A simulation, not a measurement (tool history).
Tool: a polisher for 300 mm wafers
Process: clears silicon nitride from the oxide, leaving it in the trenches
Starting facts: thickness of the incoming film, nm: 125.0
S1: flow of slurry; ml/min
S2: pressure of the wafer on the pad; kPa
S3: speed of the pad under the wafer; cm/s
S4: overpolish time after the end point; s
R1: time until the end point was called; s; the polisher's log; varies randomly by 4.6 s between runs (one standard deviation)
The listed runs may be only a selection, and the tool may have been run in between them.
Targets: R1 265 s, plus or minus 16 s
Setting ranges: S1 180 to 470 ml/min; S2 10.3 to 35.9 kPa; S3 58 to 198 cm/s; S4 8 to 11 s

| run | hour | S1 | S2 | S3 | S4 | R1 |
|---|---|---|---|---|---|---|
| 1 | 0 | 300 | 22.8 | 128 | 11 | 129.01 |
| 2 | 7.8 | 300 | 20.7 | 124 | 11 | 143.67 |
| 3 | 9.8 | 300 | 20.7 | 106 | 11 | 165.83 |
| 4 | 15.6 | 300 | 20.7 | 88 | 11 | 199.7 |
| 5 | 18.3 | 300 | 20.7 | 88 | 11 | 204.16 |
| 6 | 21.5 | 300 | 24.8 | 88 | 11 | 162 |
| 7 | 26.6 | 300 | 22.8 | 88 | 11 | 185.38 |
| 8 | 33 | 300 | 21.4 | 88 | 11 | 189.85 |
| 9 | 36.1 | 300 | 20 | 88 | 11 | 197.41 |
| 10 | 44.9 | 300 | 13.1 | 82 | 11 | 322.77 |
| 11 | 51.3 | 300 | 13.8 | 82 | 11 | 309.89 |
| 12 | 56.2 | 300 | 13.8 | 82 | 11 | 307.92 |

Exactly one of the 4 candidate moves below puts every result within its allowed miss. Which one?
| A | 61.1 | 295 | 13.8 | 70 | 8 | ? |
| B | 61.1 | 260 | 10.3 | 82 | 11 | ? |
| C | 61.1 | 290 | 12.4 | 84 | 11 | ? |
| D | 61.1 | 235 | 18.6 | 72 | 9 | ? |

| move | R1 |
|---|---|
| A | 362.27 |
| B | 413.26 |
| C | 337.1 |
| D | 269.8 |
A: lands further from the targets than the last run did
B: lands further from the targets than the last run did
C: lands further from the targets than the last run did
D: in spec on every target
Answer: D
